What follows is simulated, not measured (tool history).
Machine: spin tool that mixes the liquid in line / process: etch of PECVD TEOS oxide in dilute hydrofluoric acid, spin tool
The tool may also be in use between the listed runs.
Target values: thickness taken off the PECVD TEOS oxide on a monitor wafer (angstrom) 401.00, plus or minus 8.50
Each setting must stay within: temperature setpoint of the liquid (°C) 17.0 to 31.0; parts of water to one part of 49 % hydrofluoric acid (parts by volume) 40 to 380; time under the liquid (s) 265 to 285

run,hour,temperature setpoint of the liquid (°C),parts of water to one part of 49 % hydrofluoric acid (parts by volume),time under the liquid (s),thickness taken off the PECVD TEOS oxide on a monitor wafer (angstrom)
1,0.0,23.0,210,265,153.72
2,0.6,24.0,195,265,172.91
3,6.2,25.0,180,265,198.44
4,11.9,22.0,180,265,177.18
5,12.5,23.0,170,265,197.47
6,15.2,21.5,170,265,186.78
7,21.6,22.5,160,265,208.44
8,22.3,22.5,160,265,207.42
9,29.0,23.5,150,265,234.72
10,32.7,24.5,145,265,250.82
11,41.3,25.5,140,265,273.75
12,43.8,26.0,135,265,287.71
13,49.6,26.5,135,265,294.21
14,53.3,27.0,135,265,299.84
15,55.7,27.5,130,265,322.73
16,60.4,28.0,130,265,325.41
17,66.5,28.5,130,265,329.65
18,73.3,29.0,130,265,336.71
19,78.9,29.5,130,265,345.34

5 candidate next runs follow, results not yet known. Just one meets every target within its allowed miss. Identify it.
A,84.5,29.5,160,265,?
B,84.5,31.0,180,285,?
C,84.5,25.5,100,285,?
D,84.5,27.0,115,275,?
E,84.5,31.0,125,280,?

move,thickness taken off the PECVD TEOS oxide on a monitor wafer (angstrom)
A,268.23
B,263.51
C,428.90
D,374.06
E,401.22
A: further off than the last run
B: further off than the last run
C: pushes the last run's worst result past its target
D: moves toward the targets from the last run without getting all of them in spec
E: every result within its allowed miss
Move E is the one to make.
